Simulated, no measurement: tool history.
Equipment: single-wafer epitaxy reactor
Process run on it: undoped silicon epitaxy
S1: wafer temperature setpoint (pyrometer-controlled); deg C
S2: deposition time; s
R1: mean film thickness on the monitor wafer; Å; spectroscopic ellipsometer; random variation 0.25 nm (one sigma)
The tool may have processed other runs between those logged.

run 1 hour=0.0 | S1=635 S2=502 | R1=585.80
run 2 hour=2.8 | S1=639 S2=502 | R1=645.27
run 3 hour=8.3 | S1=639 S2=561 | R1=730.81
run 4 hour=13.3 | S1=639 S2=606 | R1=779.11
run 5 hour=22.0 | S1=635 S2=606 | R1=711.14
run 6 hour=28.6 | S1=635 S2=663 | R1=777.16
run 7 hour=29.7 | S1=623 S2=642 | R1=566.55
run 8 hour=36.5 | S1=620 S2=641 | R1=520.51
run 9 hour=44.0 | S1=618 S2=641 | R1=497.23
run 10 hour=49.9 | S1=617 S2=641 | R1=484.71

What does the tool deliver on the next run?
run 11 hour=56.7 | S1=616 S2=641 | R1=?

R1: 467.37 Å
